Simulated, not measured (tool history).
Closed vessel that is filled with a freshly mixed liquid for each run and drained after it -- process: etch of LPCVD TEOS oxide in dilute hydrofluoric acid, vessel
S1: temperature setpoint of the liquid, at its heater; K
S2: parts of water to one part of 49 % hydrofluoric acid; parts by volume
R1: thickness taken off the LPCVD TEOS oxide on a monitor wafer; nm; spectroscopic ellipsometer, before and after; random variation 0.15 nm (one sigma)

Run 1, hour 0.0: S1 297.15 K, S2 230 parts by volume, time in the liquid (s) 250. Result: R1 32.823 nm.
Run 2, hour 6.1: S1 297.65 K, S2 230 parts by volume, time in the liquid (s) 250. Result: R1 33.106 nm.
Run 3, hour 7.9: S1 295.65 K, S2 230 parts by volume, time in the liquid (s) 250. Result: R1 30.817 nm.
Run 4, hour 11.0: S1 296.65 K, S2 230 parts by volume, time in the liquid (s) 250. Result: R1 32.078 nm.
Run 5, hour 14.2: S1 297.65 K, S2 230 parts by volume, time in the liquid (s) 250. Result: R1 33.435 nm.
Run 6, hour 17.3: S1 295.15 K, S2 230 parts by volume, time in the liquid (s) 250. Result: R1 30.239 nm.
Run 7, hour 23.2: S1 296.15 K, S2 230 parts by volume, time in the liquid (s) 250. Result: R1 31.204 nm.
Run 8, hour 28.8: S1 296.15 K, S2 230 parts by volume, time in the liquid (s) 250. Result: R1 31.555 nm.
Run 9, hour 36.2: S1 297.15 K, S2 230 parts by volume, time in the liquid (s) 250. Result: R1 32.748 nm.
Run 10, hour 39.1: S1 297.65 K, S2 230 parts by volume, time in the liquid (s) 250. Result: R1 33.011 nm.

For run 11, what comes out?
Run 11, hour 45.4: S1 298.15 K, S2 230 parts by volume, time in the liquid (s) 250. Result: R1 ?.

R1: 33.881 nm
